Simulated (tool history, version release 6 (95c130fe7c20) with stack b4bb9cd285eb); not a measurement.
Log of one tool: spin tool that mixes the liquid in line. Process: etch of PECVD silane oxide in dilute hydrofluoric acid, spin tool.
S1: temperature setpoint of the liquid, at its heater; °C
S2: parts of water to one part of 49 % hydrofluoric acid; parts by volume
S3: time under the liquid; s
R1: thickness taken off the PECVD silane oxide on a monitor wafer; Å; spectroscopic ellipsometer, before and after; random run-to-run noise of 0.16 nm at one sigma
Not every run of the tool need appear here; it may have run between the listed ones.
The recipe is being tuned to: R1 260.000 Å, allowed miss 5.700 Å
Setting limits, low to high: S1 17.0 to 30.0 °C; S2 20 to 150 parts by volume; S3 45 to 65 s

Run 1, hour 0.0: S1 22.0 °C, S2 85 parts by volume, S3 65 s. Result: R1 102.590 Å.
Run 2, hour 5.0: S1 23.0 °C, S2 80 parts by volume, S3 65 s. Result: R1 111.780 Å.
Run 3, hour 9.1: S1 24.0 °C, S2 75 parts by volume, S3 65 s. Result: R1 126.710 Å.
Run 4, hour 16.9: S1 24.0 °C, S2 90 parts by volume, S3 65 s. Result: R1 103.000 Å.
Run 5, hour 19.4: S1 24.0 °C, S2 90 parts by volume, S3 45 s. Result: R1 71.841 Å.
Run 6, hour 26.5: S1 24.0 °C, S2 80 parts by volume, S3 45 s. Result: R1 83.086 Å.
Run 7, hour 27.3: S1 23.0 °C, S2 70 parts by volume, S3 50 s. Result: R1 101.600 Å.
Run 8, hour 27.9: S1 27.0 °C, S2 40 parts by volume, S3 50 s. Result: R1 216.740 Å.
Run 9, hour 33.7: S1 27.5 °C, S2 40 parts by volume, S3 50 s. Result: R1 221.370 Å.
Run 10, hour 39.7: S1 28.0 °C, S2 40 parts by volume, S3 50 s. Result: R1 228.400 Å.
Run 11, hour 41.6: S1 28.5 °C, S2 40 parts by volume, S3 50 s. Result: R1 232.230 Å.
Run 12, hour 42.2: S1 29.5 °C, S2 40 parts by volume, S3 50 s. Result: R1 238.190 Å.
Run 13, hour 49.9: S1 30.0 °C, S2 35 parts by volume, S3 50 s. Result: R1 279.280 Å.
Run 14, hour 54.9: S1 29.5 °C, S2 35 parts by volume, S3 50 s. Result: R1 274.140 Å.
Run 15, hour 62.4: S1 29.0 °C, S2 35 parts by volume, S3 50 s. Result: R1 269.680 Å.

Exercise: of the 5 proposed moves below, exactly one satisfies all targets within the stated allowed misses. Which move is it?
Run A, hour 69.9: S1 30.0 °C, S2 45 parts by volume, S3 65 s. Result: R1 ?.
Run B, hour 69.9: S1 29.0 °C, S2 45 parts by volume, S3 65 s. Result: R1 ?.
Run C, hour 69.9: S1 30.0 °C, S2 45 parts by volume, S3 60 s. Result: R1 ?.
Run D, hour 69.9: S1 26.0 °C, S2 30 parts by volume, S3 50 s. Result: R1 ?.
Run E, hour 69.9: S1 28.5 °C, S2 40 parts by volume, S3 65 s. Result: R1 ?.

move       R1
   A  279.040
   B  268.210
   C  257.570
   D  280.180
   E  298.010
A: lands further from the targets than the last run did
B: better than the last run, though not everything is in spec
C: every result within its allowed miss
D: lands further from the targets than the last run did
E: lands further from the targets than the last run did
Correct choice: C, which meets every target

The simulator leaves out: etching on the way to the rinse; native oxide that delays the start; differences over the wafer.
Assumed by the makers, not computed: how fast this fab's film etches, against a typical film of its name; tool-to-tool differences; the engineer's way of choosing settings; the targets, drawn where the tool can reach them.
